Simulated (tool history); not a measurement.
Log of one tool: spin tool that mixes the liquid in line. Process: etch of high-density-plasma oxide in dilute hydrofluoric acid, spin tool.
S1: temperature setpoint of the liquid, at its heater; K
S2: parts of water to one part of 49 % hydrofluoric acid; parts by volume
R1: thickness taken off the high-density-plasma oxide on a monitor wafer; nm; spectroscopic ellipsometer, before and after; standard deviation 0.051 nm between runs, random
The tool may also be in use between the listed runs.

run 1 hour=0 | S1=295.15 S2=115 time_under_the_liquid_(s)=215 | R1=10.793
run 2 hour=7.5 | S1=294.15 S2=120 time_under_the_liquid_(s)=215 | R1=9.8648
run 3 hour=9.5 | S1=294.15 S2=100 time_under_the_liquid_(s)=215 | R1=12.094
run 4 hour=10.9 | S1=294.15 S2=100 time_under_the_liquid_(s)=230 | R1=13.036
run 5 hour=19.5 | S1=294.15 S2=100 time_under_the_liquid_(s)=215 | R1=12.123
run 6 hour=28.4 | S1=294.15 S2=85 time_under_the_liquid_(s)=215 | R1=14.697
run 7 hour=31.5 | S1=293.15 S2=95 time_under_the_liquid_(s)=215 | R1=12.402
run 8 hour=39.2 | S1=292.65 S2=105 time_under_the_liquid_(s)=215 | R1=10.746
run 9 hour=41.8 | S1=292.15 S2=110 time_under_the_liquid_(s)=215 | R1=9.9425
run 10 hour=43.8 | S1=291.65 S2=115 time_under_the_liquid_(s)=215 | R1=9.3036
run 11 hour=47.7 | S1=291.15 S2=120 time_under_the_liquid_(s)=215 | R1=8.7803
run 12 hour=56.3 | S1=291.15 S2=125 time_under_the_liquid_(s)=215 | R1=8.3847

What does the tool deliver on the next run?
run 13 hour=62.1 | S1=291.15 S2=130 time_under_the_liquid_(s)=215 | R1=?

{"run 13": {"R1": 8.0062}}
